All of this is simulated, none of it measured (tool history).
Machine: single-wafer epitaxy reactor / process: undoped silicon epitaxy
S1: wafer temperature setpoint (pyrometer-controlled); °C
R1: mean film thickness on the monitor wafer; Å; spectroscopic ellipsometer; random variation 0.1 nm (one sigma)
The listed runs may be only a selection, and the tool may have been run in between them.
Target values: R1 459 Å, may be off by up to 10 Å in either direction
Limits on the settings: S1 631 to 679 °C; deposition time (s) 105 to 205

{"run": 1, "hour": 0.0, "S1": 655, "deposition time (s)": 155, "R1": 295.61}
{"run": 2, "hour": 7.6, "S1": 655, "deposition time (s)": 136, "R1": 259.78}
{"run": 3, "hour": 10.8, "S1": 662, "deposition time (s)": 139, "R1": 306.61}
{"run": 4, "hour": 13.8, "S1": 662, "deposition time (s)": 147, "R1": 323.17}
{"run": 5, "hour": 21.7, "S1": 662, "deposition time (s)": 134, "R1": 294.5}
{"run": 6, "hour": 22.8, "S1": 656, "deposition time (s)": 134, "R1": 260.53}
{"run": 7, "hour": 25.1, "S1": 662, "deposition time (s)": 138, "R1": 303.73}
{"run": 8, "hour": 29.2, "S1": 667, "deposition time (s)": 141, "R1": 343.65}
{"run": 9, "hour": 33.2, "S1": 670, "deposition time (s)": 143, "R1": 368.91}
{"run": 10, "hour": 41.8, "S1": 673, "deposition time (s)": 145, "R1": 394.23}

Which of these 4 next moves meets every target?
{"run": "A", "hour": 50.4, "S1": 676, "deposition time (s)": 157, "R1": "?"}
{"run": "B", "hour": 50.4, "S1": 679, "deposition time (s)": 144, "R1": "?"}
{"run": "C", "hour": 50.4, "S1": 674, "deposition time (s)": 156, "R1": "?"}
{"run": "D", "hour": 50.4, "S1": 674, "deposition time (s)": 118, "R1": "?"}

move=A R1=456.28
move=B R1=443.74
move=C R1=435.92
move=D R1=329.74
A: every result lands within tolerance
B: gains on the last run, yet a result remains outside its allowed miss
C: gains on the last run, yet a result remains outside its allowed miss
D: its largest miss is bigger than the last run's
The right move is A.
